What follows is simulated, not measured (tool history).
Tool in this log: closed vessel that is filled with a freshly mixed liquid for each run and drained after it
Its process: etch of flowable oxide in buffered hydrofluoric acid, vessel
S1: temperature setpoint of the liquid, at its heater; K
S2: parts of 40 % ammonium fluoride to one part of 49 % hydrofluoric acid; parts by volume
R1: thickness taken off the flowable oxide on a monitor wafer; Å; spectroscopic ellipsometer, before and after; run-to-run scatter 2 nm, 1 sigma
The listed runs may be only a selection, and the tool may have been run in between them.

Run 1, hour 0: S1 296.15 K, S2 7.5 parts by volume, time in the liquid (s) 90. Result: R1 2831.7 Å.
Run 2, hour 8.1: S1 296.15 K, S2 7.5 parts by volume, time in the liquid (s) 90. Result: R1 2848.4 Å.
Run 3, hour 9.5: S1 295.65 K, S2 7.5 parts by volume, time in the liquid (s) 90. Result: R1 2776.2 Å.
Run 4, hour 18.3: S1 295.65 K, S2 7.5 parts by volume, time in the liquid (s) 100. Result: R1 3047.6 Å.
Run 5, hour 21.6: S1 295.15 K, S2 7.5 parts by volume, time in the liquid (s) 100. Result: R1 2993.8 Å.
Run 6, hour 24.5: S1 294.65 K, S2 7.5 parts by volume, time in the liquid (s) 100. Result: R1 2944.5 Å.
Run 7, hour 32.8: S1 294.15 K, S2 7.5 parts by volume, time in the liquid (s) 100. Result: R1 2821.4 Å.
Run 8, hour 35.4: S1 293.65 K, S2 7.5 parts by volume, time in the liquid (s) 100. Result: R1 2752.7 Å.

Predict the results of run 9:
Run 9, hour 38: S1 293.15 K, S2 7.5 parts by volume, time in the liquid (s) 100. Result: R1 ?.

{"run 9": {"R1": 2686.7}}

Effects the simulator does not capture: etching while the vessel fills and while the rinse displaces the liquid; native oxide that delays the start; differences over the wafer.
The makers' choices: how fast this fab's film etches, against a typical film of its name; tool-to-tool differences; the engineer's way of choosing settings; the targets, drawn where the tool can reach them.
